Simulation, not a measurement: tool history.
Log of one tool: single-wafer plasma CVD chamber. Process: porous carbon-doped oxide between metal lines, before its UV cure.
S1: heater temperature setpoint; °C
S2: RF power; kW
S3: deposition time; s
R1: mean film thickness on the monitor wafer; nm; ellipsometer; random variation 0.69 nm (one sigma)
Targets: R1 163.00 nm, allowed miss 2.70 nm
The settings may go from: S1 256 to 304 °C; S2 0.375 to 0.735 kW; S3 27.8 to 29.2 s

run	hour	S1	S2	S3	R1
1	0.0	280	0.555	29.2	206.59
2	5.4	280	0.555	29.2	208.56
3	12.2	284	0.535	29.1	196.32
4	15.8	280	0.535	29.1	203.07
5	22.0	280	0.535	27.8	192.17
6	22.8	270	0.535	27.8	208.43
7	30.9	270	0.535	27.8	209.73
8	32.0	276	0.530	27.8	197.85
9	35.1	281	0.525	27.8	190.08
10	42.6	285	0.525	27.8	183.43
11	48.5	288	0.525	27.8	181.43
12	49.6	291	0.525	27.8	176.23

5 next moves are on the table. One of them brings every result within its allowed miss. Which?
A	50.7	296	0.575	28.8	?
B	50.7	289	0.590	29.2	?
C	50.7	288	0.445	27.8	?
D	50.7	286	0.510	28.3	?
E	50.7	291	0.540	29.1	?

move	R1
A	185.91
B	200.37
C	163.82
D	182.69
E	187.36
A: further off than the last run
B: further off than the last run
C: meets every target
D: further off than the last run
E: further off than the last run
Move C is the one to make.

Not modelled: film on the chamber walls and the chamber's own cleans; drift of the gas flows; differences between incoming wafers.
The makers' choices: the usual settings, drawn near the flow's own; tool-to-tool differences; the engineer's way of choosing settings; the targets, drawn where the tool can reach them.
